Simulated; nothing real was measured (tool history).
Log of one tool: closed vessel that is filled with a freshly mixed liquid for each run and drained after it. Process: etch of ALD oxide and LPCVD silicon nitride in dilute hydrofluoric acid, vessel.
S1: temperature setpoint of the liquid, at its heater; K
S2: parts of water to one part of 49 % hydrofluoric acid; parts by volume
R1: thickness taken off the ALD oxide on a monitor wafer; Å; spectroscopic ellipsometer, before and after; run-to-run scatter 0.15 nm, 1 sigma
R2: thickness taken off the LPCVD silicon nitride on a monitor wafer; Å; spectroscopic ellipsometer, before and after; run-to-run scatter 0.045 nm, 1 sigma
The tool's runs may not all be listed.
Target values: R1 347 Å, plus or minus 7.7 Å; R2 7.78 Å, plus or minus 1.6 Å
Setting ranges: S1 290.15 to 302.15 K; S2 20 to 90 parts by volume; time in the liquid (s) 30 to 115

{"run": 1, "hour": 0.0, "S1": 294.15, "S2": 50, "time in the liquid (s)": 60, "R1": 285.39, "R2": 5.4743}
{"run": 2, "hour": 7.8, "S1": 294.15, "S2": 50, "time in the liquid (s)": 75, "R1": 360.58, "R2": 6.8766}
{"run": 3, "hour": 10.6, "S1": 294.65, "S2": 55, "time in the liquid (s)": 75, "R1": 330.93, "R2": 6.0503}
{"run": 4, "hour": 13.0, "S1": 293.15, "S2": 55, "time in the liquid (s)": 75, "R1": 311.82, "R2": 5.3244}
{"run": 5, "hour": 17.2, "S1": 293.15, "S2": 40, "time in the liquid (s)": 75, "R1": 433.55, "R2": 7.5639}
{"run": 6, "hour": 20.7, "S1": 296.15, "S2": 40, "time in the liquid (s)": 75, "R1": 495.14, "R2": 10.895}
{"hour": 24.7, "done": "thermometer replaced"}
{"run": 7, "hour": 24.7, "S1": 295.65, "S2": 40, "time in the liquid (s)": 75, "R1": 460.93, "R2": 9.1016}
{"run": 8, "hour": 28.3, "S1": 295.65, "S2": 50, "time in the liquid (s)": 75, "R1": 369.43, "R2": 7.9714}
{"run": 9, "hour": 33.1, "S1": 296.15, "S2": 55, "time in the liquid (s)": 75, "R1": 337.63, "R2": 6.9269}

5 next moves are on the table. One of them brings every result within its allowed miss. Which?
{"run": "A", "hour": 37.9, "S1": 296.15, "S2": 55, "time in the liquid (s)": 80, "R1": "?", "R2": "?"}
{"run": "B", "hour": 37.9, "S1": 299.15, "S2": 50, "time in the liquid (s)": 65, "R1": "?", "R2": "?"}
{"run": "C", "hour": 37.9, "S1": 298.15, "S2": 60, "time in the liquid (s)": 70, "R1": "?", "R2": "?"}
{"run": "D", "hour": 37.9, "S1": 298.65, "S2": 55, "time in the liquid (s)": 70, "R1": "?", "R2": "?"}
{"run": "E", "hour": 37.9, "S1": 299.65, "S2": 45, "time in the liquid (s)": 50, "R1": "?", "R2": "?"}

move=A R1=362.76 R2=6.6019
move=B R1=369.01 R2=7.2029
move=C R1=313.7 R2=6.0669
move=D R1=351.59 R2=6.8326
move=E R1=324.12 R2=6.3517
A: the result that was furthest off in the last run now lies on the other side of its target
B: the result that was furthest off in the last run now lies on the other side of its target
C: further off than the last run
D: all results in spec
E: further off than the last run
So the answer is move D, the one that meets all the targets.

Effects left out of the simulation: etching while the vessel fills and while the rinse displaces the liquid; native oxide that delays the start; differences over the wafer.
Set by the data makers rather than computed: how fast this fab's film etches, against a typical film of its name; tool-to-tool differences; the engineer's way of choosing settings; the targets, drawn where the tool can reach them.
